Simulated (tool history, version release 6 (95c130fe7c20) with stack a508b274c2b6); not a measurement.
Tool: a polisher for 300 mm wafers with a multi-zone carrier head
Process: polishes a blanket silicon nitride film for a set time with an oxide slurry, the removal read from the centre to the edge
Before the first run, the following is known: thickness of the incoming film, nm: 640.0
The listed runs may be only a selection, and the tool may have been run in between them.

run  hour  flow of slurry (ml/min)  pressure of the head's centre zone  pressure of the head's middle zone  pressure of the head's edge zone  abrasive content of the slurry  polishing time (s)  film removed at the wafer's centre (Å)  film removed at mid-radius (Å)  film removed at the wafer's edge (Å)
  1   0.0                      165                                1.00                                1.00                              1.00                            1.00                  39                                  310.58                          306.09                                311.28
  2   5.2                      165                                1.00                                1.00                              1.07                            1.00                  39                                  311.43                          306.26                                323.88
  3   8.7                      165                                1.00                                0.98                              1.02                            0.90                  38                                  284.74                          270.23                                284.49
  4  14.8                      165                                1.00                                1.05                              1.02                            0.90                  38                                  285.38                          286.80                                288.56
  5  15.5                      165                                1.00                                1.05                              1.02                            0.80                  38                                  265.81                          262.03                                261.78
  6  19.8                      160                                0.99                                1.03                              0.98                            0.75                  38                                  245.50                          243.75                                249.71
  7  27.3                      160                                1.00                                1.03                              0.95                            0.70                  38                                  231.38                          226.58                                226.43

Forecast run 8:
  8  28.5                      150                                1.01                                1.02                              0.93                            0.70                  38                                       ?                               ?                                     ?

film removed at the wafer's centre (Å): 235.53
film removed at mid-radius (Å): 230.00
film removed at the wafer's edge (Å): 225.54

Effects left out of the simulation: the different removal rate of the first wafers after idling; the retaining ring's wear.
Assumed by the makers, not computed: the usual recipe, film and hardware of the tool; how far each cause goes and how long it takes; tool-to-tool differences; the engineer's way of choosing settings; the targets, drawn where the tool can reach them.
